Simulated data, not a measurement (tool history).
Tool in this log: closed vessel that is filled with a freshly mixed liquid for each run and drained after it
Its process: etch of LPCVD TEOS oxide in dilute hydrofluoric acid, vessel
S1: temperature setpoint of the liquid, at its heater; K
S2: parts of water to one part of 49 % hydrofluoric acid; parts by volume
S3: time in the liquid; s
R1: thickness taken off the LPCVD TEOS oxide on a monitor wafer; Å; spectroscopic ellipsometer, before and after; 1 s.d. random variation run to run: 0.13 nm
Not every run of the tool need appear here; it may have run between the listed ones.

{"run": 1, "hour": 0.0, "S1": 295.15, "S2": 190, "S3": 85, "R1": 93.565}
{"run": 2, "hour": 8.0, "S1": 295.15, "S2": 190, "S3": 85, "R1": 92.711}
{"run": 3, "hour": 15.1, "S1": 297.65, "S2": 185, "S3": 85, "R1": 105.23}
{"run": 4, "hour": 23.0, "S1": 299.15, "S2": 180, "S3": 85, "R1": 115.31}
{"run": 5, "hour": 31.9, "S1": 299.15, "S2": 240, "S3": 85, "R1": 80.625}
{"run": 6, "hour": 33.5, "S1": 300.65, "S2": 215, "S3": 85, "R1": 97.892}
{"run": 7, "hour": 39.9, "S1": 301.65, "S2": 200, "S3": 85, "R1": 110.78}

What will run 8 give?
{"run": 8, "hour": 46.7, "S1": 302.15, "S2": 190, "S3": 85, "R1": "?"}

{"run 8": {"R1": 122.16}}
